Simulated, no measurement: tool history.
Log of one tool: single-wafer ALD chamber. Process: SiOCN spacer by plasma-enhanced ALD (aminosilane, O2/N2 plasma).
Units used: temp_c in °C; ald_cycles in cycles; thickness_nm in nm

run    day  temp_c  ald_cycles  thickness_nm
  1      0     410          95        5.8492
  2  0.179     418          95        5.7005
  3  0.296     428          95        5.4317
  4  0.575     430          93        5.3178
  5  0.654     434          93        5.2052
  6  1.025     434          80        4.4915
  7  1.075     428          80        4.5755

Predict the results of run 8:
  8  1.242     423          80             ?

Logged for run 8: thickness_nm 4.6738 nm.
